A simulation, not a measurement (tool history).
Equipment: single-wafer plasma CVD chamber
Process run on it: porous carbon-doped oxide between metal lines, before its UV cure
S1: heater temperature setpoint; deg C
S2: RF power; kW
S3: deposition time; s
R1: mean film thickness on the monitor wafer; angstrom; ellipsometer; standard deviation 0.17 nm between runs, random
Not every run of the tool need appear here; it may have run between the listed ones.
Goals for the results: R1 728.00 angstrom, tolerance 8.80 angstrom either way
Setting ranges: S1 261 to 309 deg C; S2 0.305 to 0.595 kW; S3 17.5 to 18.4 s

run	hour	S1	S2	S3	R1
1	0.0	285	0.450	18.4	1033.10
2	1.5	288	0.430	18.4	973.83
3	4.8	288	0.430	17.5	927.66
4	11.1	291	0.425	17.5	903.85
5	14.8	293	0.420	17.5	882.13
6	21.3	293	0.475	17.5	987.50
7	28.1	295	0.460	17.5	957.55
8	28.8	297	0.445	17.5	915.20
9	37.2	299	0.435	17.5	885.42
10	38.2	300	0.425	17.5	863.48
11	39.1	301	0.415	17.5	833.80
12	48.0	302	0.410	17.5	819.26
13	56.2	302	0.410	17.5	823.31
14	62.5	303	0.405	17.5	808.86

Consider the 4 candidate settings below. Which is the only one whose results all fall within their allowed miss of target?
A	68.8	302	0.385	17.5	?
B	68.8	309	0.380	17.5	?
C	68.8	305	0.360	17.5	?
D	68.8	300	0.355	17.5	?

move	R1
A	768.32
B	731.76
C	702.29
D	708.68
A: closer than the last run, but not yet in spec
B: each result inside its tolerance
C: the result that was furthest off in the last run now lies on the other side of its target
D: the result that was furthest off in the last run now lies on the other side of its target
So the answer is move B, the one that meets all the targets.

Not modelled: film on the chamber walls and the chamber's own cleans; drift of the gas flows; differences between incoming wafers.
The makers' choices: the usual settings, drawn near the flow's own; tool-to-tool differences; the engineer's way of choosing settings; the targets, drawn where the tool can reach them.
